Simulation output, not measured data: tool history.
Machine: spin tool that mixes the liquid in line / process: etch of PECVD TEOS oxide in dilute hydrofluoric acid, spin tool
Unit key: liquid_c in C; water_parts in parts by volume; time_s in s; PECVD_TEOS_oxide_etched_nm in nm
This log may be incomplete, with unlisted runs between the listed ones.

{"run": 1, "hour": 0.0, "liquid_c": 22, "water_parts": 60, "time_s": 180, "PECVD_TEOS_oxide_etched_nm": 61.106}
{"run": 2, "hour": 4.4, "liquid_c": 21, "water_parts": 60, "time_s": 180, "PECVD_TEOS_oxide_etched_nm": 57.173}
{"run": 3, "hour": 9.9, "liquid_c": 23.5, "water_parts": 60, "time_s": 180, "PECVD_TEOS_oxide_etched_nm": 64.926}
{"run": 4, "hour": 17.0, "liquid_c": 23.5, "water_parts": 40, "time_s": 180, "PECVD_TEOS_oxide_etched_nm": 99.023}
{"run": 5, "hour": 22.4, "liquid_c": 21.5, "water_parts": 45, "time_s": 180, "PECVD_TEOS_oxide_etched_nm": 80.236}
{"run": 6, "hour": 25.8, "liquid_c": 20, "water_parts": 50, "time_s": 180, "PECVD_TEOS_oxide_etched_nm": 68.017}
{"run": 7, "hour": 26.9, "liquid_c": 19, "water_parts": 50, "time_s": 180, "PECVD_TEOS_oxide_etched_nm": 64.99}
{"run": 8, "hour": 32.2, "liquid_c": 18.5, "water_parts": 50, "time_s": 180, "PECVD_TEOS_oxide_etched_nm": 62.144}

Expected results for the next run?
{"run": 9, "hour": 40.5, "liquid_c": 18, "water_parts": 50, "time_s": 180, "PECVD_TEOS_oxide_etched_nm": "?"}

{"run 9": {"PECVD_TEOS_oxide_etched_nm": 62.783}}
